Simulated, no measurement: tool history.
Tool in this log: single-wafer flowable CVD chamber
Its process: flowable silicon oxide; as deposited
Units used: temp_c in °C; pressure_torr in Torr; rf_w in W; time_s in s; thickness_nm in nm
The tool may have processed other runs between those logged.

| run | hour | temp_c | pressure_torr | rf_w | time_s | thickness_nm |
|---|---|---|---|---|---|---|
| 1 | 0 | 110 | 0.755 | 2690 | 906 | 398.73 |
| 2 | 3.6 | 107 | 0.756 | 2690 | 906 | 436.95 |
| 3 | 10.1 | 107 | 0.756 | 3010 | 906 | 441.41 |
| 4 | 18 | 111 | 0.756 | 3010 | 906 | 395.09 |
| 5 | 25.6 | 111 | 0.756 | 3010 | 906 | 394.49 |
| 6 | 33.9 | 107 | 0.757 | 3010 | 906 | 443.49 |
| 7 | 38.5 | 104 | 0.758 | 3010 | 906 | 483.82 |
| 8 | 41.8 | 102 | 0.759 | 3010 | 906 | 511.4 |
| 9 | 49 | 101 | 0.759 | 3010 | 906 | 524.39 |

Expected results for the next run?
| 10 | 51.3 | 100 | 0.759 | 3010 | 906 | ? |

{"run 10": {"thickness_nm": 543.47}}

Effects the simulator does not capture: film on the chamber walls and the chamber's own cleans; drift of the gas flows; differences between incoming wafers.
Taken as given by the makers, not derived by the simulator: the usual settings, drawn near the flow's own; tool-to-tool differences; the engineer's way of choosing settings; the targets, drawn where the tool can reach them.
